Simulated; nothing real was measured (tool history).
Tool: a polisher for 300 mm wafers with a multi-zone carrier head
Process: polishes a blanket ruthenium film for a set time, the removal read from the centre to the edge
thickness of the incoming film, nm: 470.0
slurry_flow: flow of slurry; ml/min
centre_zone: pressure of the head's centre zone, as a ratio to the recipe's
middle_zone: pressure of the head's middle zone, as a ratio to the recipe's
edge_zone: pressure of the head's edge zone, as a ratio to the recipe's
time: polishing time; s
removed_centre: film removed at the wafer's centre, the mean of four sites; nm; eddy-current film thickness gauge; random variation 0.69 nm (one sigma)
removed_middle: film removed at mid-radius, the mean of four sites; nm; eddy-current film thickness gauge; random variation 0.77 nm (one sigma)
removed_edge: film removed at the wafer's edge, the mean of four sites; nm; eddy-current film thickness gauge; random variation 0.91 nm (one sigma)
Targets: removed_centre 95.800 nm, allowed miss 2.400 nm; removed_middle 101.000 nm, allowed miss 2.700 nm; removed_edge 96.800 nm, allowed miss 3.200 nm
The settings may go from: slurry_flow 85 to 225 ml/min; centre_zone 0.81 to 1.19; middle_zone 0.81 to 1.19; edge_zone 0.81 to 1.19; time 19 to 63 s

Run 1, hour 0.0: slurry_flow 145 ml/min, centre_zone 1.00, middle_zone 1.00, edge_zone 1.00, time 41 s. Result: removed_centre 70.333 nm, removed_middle 69.783 nm, removed_edge 65.499 nm.
Run 2, hour 8.5: slurry_flow 160 ml/min, centre_zone 1.00, middle_zone 1.00, edge_zone 1.00, time 41 s. Result: removed_centre 71.507 nm, removed_middle 71.760 nm, removed_edge 68.419 nm.
Run 3, hour 10.8: slurry_flow 180 ml/min, centre_zone 1.02, middle_zone 1.04, edge_zone 1.05, time 43 s. Result: removed_centre 79.431 nm, removed_middle 77.393 nm, removed_edge 73.565 nm.
Run 4, hour 15.8: slurry_flow 215 ml/min, centre_zone 1.02, middle_zone 1.04, edge_zone 1.05, time 43 s. Result: removed_centre 81.475 nm, removed_middle 80.517 nm, removed_edge 75.897 nm.
Run 5, hour 20.8: slurry_flow 215 ml/min, centre_zone 1.00, middle_zone 1.06, edge_zone 1.08, time 46 s. Result: removed_centre 85.199 nm, removed_middle 87.280 nm, removed_edge 81.811 nm.
Run 6, hour 22.4: slurry_flow 215 ml/min, centre_zone 1.00, middle_zone 1.06, edge_zone 1.08, time 41 s. Result: removed_centre 76.358 nm, removed_middle 78.553 nm, removed_edge 73.755 nm.
Run 7, hour 27.3: slurry_flow 215 ml/min, centre_zone 0.99, middle_zone 1.07, edge_zone 1.11, time 44 s. Result: removed_centre 80.290 nm, removed_middle 84.652 nm, removed_edge 78.350 nm.
Run 8, hour 33.1: slurry_flow 220 ml/min, centre_zone 0.98, middle_zone 1.06, edge_zone 1.13, time 47 s. Result: removed_centre 85.463 nm, removed_middle 90.081 nm, removed_edge 85.574 nm.
Run 9, hour 37.2: slurry_flow 220 ml/min, centre_zone 0.98, middle_zone 1.06, edge_zone 1.14, time 49 s. Result: removed_centre 89.555 nm, removed_middle 93.657 nm, removed_edge 90.264 nm.
Run 10, hour 43.2: slurry_flow 220 ml/min, centre_zone 0.98, middle_zone 1.07, edge_zone 1.15, time 50 s. Result: removed_centre 91.072 nm, removed_middle 97.509 nm, removed_edge 90.933 nm.
Run 11, hour 44.1: slurry_flow 220 ml/min, centre_zone 0.98, middle_zone 1.06, edge_zone 1.16, time 51 s. Result: removed_centre 92.831 nm, removed_middle 99.063 nm, removed_edge 94.578 nm.
Run 12, hour 46.7: slurry_flow 220 ml/min, centre_zone 0.98, middle_zone 1.06, edge_zone 1.17, time 51 s. Result: removed_centre 93.243 nm, removed_middle 96.887 nm, removed_edge 93.951 nm.

Which of these 5 next moves meets every target?
Run A, hour 49.3: slurry_flow 220 ml/min, centre_zone 1.06, middle_zone 1.04, edge_zone 1.16, time 50 s. Result: removed_centre ?, removed_middle ?, removed_edge ?.
Run B, hour 49.3: slurry_flow 215 ml/min, centre_zone 1.00, middle_zone 1.03, edge_zone 1.08, time 51 s. Result: removed_centre ?, removed_middle ?, removed_edge ?.
Run C, hour 49.3: slurry_flow 225 ml/min, centre_zone 1.00, middle_zone 0.99, edge_zone 1.19, time 51 s. Result: removed_centre ?, removed_middle ?, removed_edge ?.
Run D, hour 49.3: slurry_flow 190 ml/min, centre_zone 0.97, middle_zone 1.00, edge_zone 1.19, time 51 s. Result: removed_centre ?, removed_middle ?, removed_edge ?.
Run E, hour 49.3: slurry_flow 155 ml/min, centre_zone 1.02, middle_zone 1.12, edge_zone 1.19, time 54 s. Result: removed_centre ?, removed_middle ?, removed_edge ?.

move  removed_centre  removed_middle  removed_edge
   A          97.382          94.695        92.847
   B          93.333          95.542        91.113
   C          93.947          92.947        96.254
   D          88.658          91.494        94.512
   E          94.883         102.870        97.309
A: further off than the last run
B: further off than the last run
C: further off than the last run
D: further off than the last run
E: meets every target
Move E is the one to make.

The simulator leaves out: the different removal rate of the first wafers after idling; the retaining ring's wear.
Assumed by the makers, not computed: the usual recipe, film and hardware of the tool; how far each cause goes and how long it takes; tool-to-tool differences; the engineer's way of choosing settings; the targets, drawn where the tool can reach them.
